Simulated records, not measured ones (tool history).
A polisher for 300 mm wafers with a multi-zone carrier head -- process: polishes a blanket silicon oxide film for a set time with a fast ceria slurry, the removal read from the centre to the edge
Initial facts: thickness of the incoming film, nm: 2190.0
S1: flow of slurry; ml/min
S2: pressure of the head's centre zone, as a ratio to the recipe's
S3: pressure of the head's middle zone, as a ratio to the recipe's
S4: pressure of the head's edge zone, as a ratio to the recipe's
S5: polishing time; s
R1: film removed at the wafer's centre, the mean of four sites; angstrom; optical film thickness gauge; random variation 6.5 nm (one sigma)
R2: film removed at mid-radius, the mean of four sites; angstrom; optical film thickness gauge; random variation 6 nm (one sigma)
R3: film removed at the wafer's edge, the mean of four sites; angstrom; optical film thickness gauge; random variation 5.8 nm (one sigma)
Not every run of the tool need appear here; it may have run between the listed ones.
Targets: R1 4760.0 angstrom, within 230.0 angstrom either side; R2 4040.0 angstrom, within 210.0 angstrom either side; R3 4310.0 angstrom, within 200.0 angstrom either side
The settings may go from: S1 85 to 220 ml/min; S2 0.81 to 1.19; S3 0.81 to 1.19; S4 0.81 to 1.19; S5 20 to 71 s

| run | hour | S1 | S2 | S3 | S4 | S5 | R1 | R2 | R3 |
|---|---|---|---|---|---|---|---|---|---|
| 1 | 0.0 | 140 | 1.00 | 1.00 | 1.00 | 45 | 8157.7 | 7964.7 | 8220.6 |
| 2 | 8.9 | 140 | 1.07 | 1.00 | 1.00 | 45 | 9002.9 | 8050.4 | 8185.8 |
| 3 | 14.0 | 140 | 1.07 | 1.00 | 1.00 | 39 | 7651.2 | 7148.8 | 7197.9 |
| 4 | 17.4 | 140 | 1.07 | 1.00 | 1.08 | 39 | 7675.8 | 7131.5 | 7422.2 |
| 5 | 20.8 | 140 | 1.07 | 1.00 | 1.02 | 39 | 7580.9 | 6991.2 | 7168.7 |
| 6 | 28.9 | 140 | 1.12 | 1.00 | 1.02 | 39 | 7884.4 | 6984.0 | 7301.7 |
| 7 | 33.7 | 135 | 1.13 | 0.98 | 0.99 | 35 | 7213.3 | 6237.5 | 6504.8 |
| 8 | 35.9 | 130 | 1.13 | 0.97 | 0.97 | 32 | 6557.1 | 5605.7 | 5689.7 |
| 9 | 42.1 | 125 | 1.10 | 0.94 | 0.96 | 31 | 6040.5 | 5235.7 | 5502.0 |
| 10 | 44.5 | 120 | 1.09 | 0.92 | 0.94 | 30 | 5686.5 | 4940.4 | 5292.0 |
| 11 | 49.0 | 115 | 1.09 | 0.91 | 0.92 | 29 | 5479.9 | 4634.0 | 4940.8 |
| 12 | 52.0 | 110 | 1.08 | 0.90 | 0.90 | 29 | 5301.4 | 4557.5 | 5015.9 |
| 13 | 57.9 | 115 | 1.08 | 0.90 | 0.89 | 28 | 5213.4 | 4569.5 | 4582.1 |
| 14 | 62.6 | 110 | 1.08 | 0.89 | 0.88 | 28 | 5141.0 | 4350.5 | 4671.5 |
| 15 | 70.7 | 110 | 1.08 | 0.89 | 0.87 | 28 | 5076.6 | 4498.5 | 4585.8 |
| 16 | 75.6 | 95 | 1.08 | 0.82 | 0.86 | 26 | 4504.3 | 3666.7 | 4162.8 |
| 17 | 80.3 | 100 | 1.08 | 0.83 | 0.86 | 26 | 4536.6 | 3796.7 | 4238.8 |
| 18 | 88.3 | 105 | 1.08 | 0.83 | 0.86 | 26 | 4701.3 | 3807.6 | 4131.3 |
| 19 | 91.8 | 105 | 1.06 | 0.87 | 0.89 | 28 | 4948.4 | 4374.6 | 4661.0 |
| 20 | 93.4 | 105 | 1.06 | 0.86 | 0.88 | 28 | 4923.8 | 4226.9 | 4620.4 |
| 21 | 99.2 | 105 | 1.06 | 0.86 | 0.87 | 28 | 4929.8 | 4164.6 | 4536.3 |

5 next moves are on the table. One of them brings every result within its allowed miss. Which?
| A | 105.0 | 115 | 1.19 | 0.86 | 0.81 | 25 | ? | ? | ? |
| B | 105.0 | 90 | 0.97 | 0.98 | 0.87 | 28 | ? | ? | ? |
| C | 105.0 | 85 | 1.02 | 0.90 | 0.85 | 30 | ? | ? | ? |
| D | 105.0 | 85 | 1.13 | 0.93 | 0.87 | 28 | ? | ? | ? |
| E | 105.0 | 160 | 1.16 | 0.94 | 0.81 | 24 | ? | ? | ? |

| move | R1 | R2 | R3 |
|---|---|---|---|
| A | 5248.4 | 3842.7 | 3988.6 |
| B | 4361.6 | 4351.4 | 4359.5 |
| C | 4785.6 | 4292.4 | 4558.5 |
| D | 4952.8 | 4096.2 | 4297.9 |
| E | 5365.2 | 4242.0 | 4043.7 |
A: takes the result that was furthest off past its target
B: puts the biggest miss on target and leaves a different result outside tolerance
C: further off than the last run
D: in spec on every target
E: takes the result that was furthest off past its target
The right move is D.
